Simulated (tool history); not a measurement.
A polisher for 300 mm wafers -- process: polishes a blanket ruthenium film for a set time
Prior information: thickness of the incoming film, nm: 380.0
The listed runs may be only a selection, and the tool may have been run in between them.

run,hour,flow of slurry (ml/min),pressure of the wafer on the pad (psi),speed of the pad under the wafer (cm/s),polishing time (s),film removed (angstrom)
1,0,280,1.5,110,95,1028.3
2,1.3,280,1.5,128,95,1183.8
3,4.3,280,1.5,128,100,1247.5
4,9.4,275,1.3,122,100,1053
5,12.1,275,1.3,122,95,995.15
6,13.6,270,1.1,118,95,856.69
7,17.9,270,1,116,95,784
8,21.6,270,0.9,114,95,706.96
9,26.9,270,0.8,114,95,650.13
10,33.6,270,0.7,114,95,589.48
11,37.6,270,0.8,114,95,646.84
12,41.6,270,0.7,114,95,592.4
13,48.5,270,0.8,114,95,656.3
14,50.5,270,0.7,114,95,591.49

Expected results for the next run?
15,55.4,270,0.8,114,95,?

Run 15 yielded film removed (angstrom) 641.31.

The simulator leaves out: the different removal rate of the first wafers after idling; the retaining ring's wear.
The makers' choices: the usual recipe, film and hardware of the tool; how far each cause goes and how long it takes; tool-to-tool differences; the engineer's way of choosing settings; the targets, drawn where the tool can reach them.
